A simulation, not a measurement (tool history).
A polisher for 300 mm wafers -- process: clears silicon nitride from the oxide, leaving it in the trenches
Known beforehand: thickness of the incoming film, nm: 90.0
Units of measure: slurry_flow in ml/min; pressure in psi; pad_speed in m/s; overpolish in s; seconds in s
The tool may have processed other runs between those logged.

run,day,slurry_flow,pressure,pad_speed,overpolish,seconds
1,0,270,3,1.22,37,68.915
2,0.112,270,3,1.44,37,58.968
3,0.208,270,3,1.54,37,54.42
4,0.425,270,2.6,1.54,37,61.949
5,0.546,270,2.9,1.54,37,57.233
6,0.654,270,2.5,1.54,37,63.714
7,0.733,270,2.5,1.54,37,62.959

Run 8 comes next. What will it give?
8,0.871,270,2.2,1.52,37,?

seconds: 71.467 s

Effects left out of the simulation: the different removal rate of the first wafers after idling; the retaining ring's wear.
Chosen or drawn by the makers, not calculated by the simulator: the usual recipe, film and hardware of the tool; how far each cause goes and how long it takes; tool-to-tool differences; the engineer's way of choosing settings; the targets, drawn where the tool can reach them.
